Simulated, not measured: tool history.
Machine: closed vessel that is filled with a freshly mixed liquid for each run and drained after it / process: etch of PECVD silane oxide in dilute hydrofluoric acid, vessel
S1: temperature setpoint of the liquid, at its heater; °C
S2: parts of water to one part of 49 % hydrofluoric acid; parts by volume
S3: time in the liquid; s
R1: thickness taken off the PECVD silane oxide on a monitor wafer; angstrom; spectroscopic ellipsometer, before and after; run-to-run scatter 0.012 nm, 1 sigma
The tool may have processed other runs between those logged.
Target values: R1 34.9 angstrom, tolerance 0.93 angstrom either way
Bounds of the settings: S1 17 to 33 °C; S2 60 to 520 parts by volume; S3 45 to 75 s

{"run": 1, "hour": 0.0, "S1": 25, "S2": 290, "S3": 75, "R1": 48.761}
{"run": 2, "hour": 1.9, "S1": 24, "S2": 295, "S3": 75, "R1": 46.392}
{"run": 3, "hour": 8.2, "S1": 27, "S2": 295, "S3": 75, "R1": 51.496}
{"run": 4, "hour": 15.0, "S1": 27, "S2": 295, "S3": 45, "R1": 30.85}
{"run": 5, "hour": 16.6, "S1": 26.5, "S2": 295, "S3": 45, "R1": 30.04}
{"run": 6, "hour": 18.4, "S1": 23, "S2": 295, "S3": 45, "R1": 26.792}
{"run": 7, "hour": 21.9, "S1": 23.5, "S2": 295, "S3": 45, "R1": 27.109}
{"run": 8, "hour": 23.4, "S1": 24, "S2": 295, "S3": 45, "R1": 27.724}
{"run": 9, "hour": 27.3, "S1": 24.5, "S2": 295, "S3": 45, "R1": 28.256}
{"run": 10, "hour": 35.0, "S1": 25, "S2": 295, "S3": 45, "R1": 28.76}
{"run": 11, "hour": 40.9, "S1": 25.5, "S2": 295, "S3": 45, "R1": 29.087}
{"run": 12, "hour": 45.9, "S1": 26.5, "S2": 295, "S3": 45, "R1": 30.107}
{"run": 13, "hour": 48.9, "S1": 27.5, "S2": 295, "S3": 45, "R1": 31.285}
{"run": 14, "hour": 50.9, "S1": 28, "S2": 295, "S3": 45, "R1": 31.756}
{"run": 15, "hour": 53.1, "S1": 28.5, "S2": 295, "S3": 45, "R1": 32.454}
{"run": 16, "hour": 60.9, "S1": 28.5, "S2": 295, "S3": 45, "R1": 32.255}
{"run": 17, "hour": 66.5, "S1": 29, "S2": 295, "S3": 45, "R1": 32.893}
{"run": 18, "hour": 70.3, "S1": 29.5, "S2": 295, "S3": 45, "R1": 33.181}
{"run": 19, "hour": 71.9, "S1": 30, "S2": 295, "S3": 45, "R1": 33.881}

Of the 4 settings listed for the next run, only one would bring every result within its allowed miss of target. Which one?
{"run": "A", "hour": 73.5, "S1": 29.5, "S2": 390, "S3": 65, "R1": "?"}
{"run": "B", "hour": 73.5, "S1": 26, "S2": 260, "S3": 45, "R1": "?"}
{"run": "C", "hour": 73.5, "S1": 30, "S2": 310, "S3": 45, "R1": "?"}
{"run": "D", "hour": 73.5, "S1": 30, "S2": 300, "S3": 45, "R1": "?"}

move=A R1=32.798
move=B R1=35.059
move=C R1=31.68
move=D R1=33.117
A: further off than the last run
B: every result within its allowed miss
C: further off than the last run
D: further off than the last run
B is the move that brings every result within its allowed miss.
